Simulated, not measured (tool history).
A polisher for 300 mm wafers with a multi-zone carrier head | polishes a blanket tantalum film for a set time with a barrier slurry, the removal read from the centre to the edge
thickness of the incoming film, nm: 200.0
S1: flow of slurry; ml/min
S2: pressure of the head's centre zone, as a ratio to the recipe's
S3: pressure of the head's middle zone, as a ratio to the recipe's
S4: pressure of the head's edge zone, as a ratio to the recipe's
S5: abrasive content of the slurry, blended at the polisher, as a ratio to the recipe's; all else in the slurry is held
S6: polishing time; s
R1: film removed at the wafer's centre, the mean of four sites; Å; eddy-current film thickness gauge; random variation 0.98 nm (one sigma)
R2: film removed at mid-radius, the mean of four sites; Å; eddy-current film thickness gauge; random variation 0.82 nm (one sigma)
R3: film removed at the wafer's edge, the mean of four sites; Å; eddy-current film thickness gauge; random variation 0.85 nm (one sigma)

run	day	S1	S2	S3	S4	S5	S6	R1	R2	R3
1	0	145	1	1	1	1	38	751.77	771.37	759.36
2	0.354	140	1	1.01	0.96	0.9	38	734.37	768.35	736.4
3	0.692	110	1	1.01	0.96	0.9	38	676.72	736.89	702.38
4	0.983	110	1.02	1.01	0.93	0.85	38	716.64	724.06	682.86
5	1.138	110	1.02	0.95	0.93	0.85	38	688.61	681.83	677.49
6	1.242	85	1.02	0.95	0.93	0.85	38	658.57	650.69	679.17
7	1.325	90	1.02	0.97	0.91	0.8	38	671.28	657.47	660.87

The next listed run, before its measurement:
8	1.504	95	1.01	1	0.89	0.75	38	?	?	?

{"run 8": {"R1": 669.89, "R2": 682.22, "R3": 663.79}}

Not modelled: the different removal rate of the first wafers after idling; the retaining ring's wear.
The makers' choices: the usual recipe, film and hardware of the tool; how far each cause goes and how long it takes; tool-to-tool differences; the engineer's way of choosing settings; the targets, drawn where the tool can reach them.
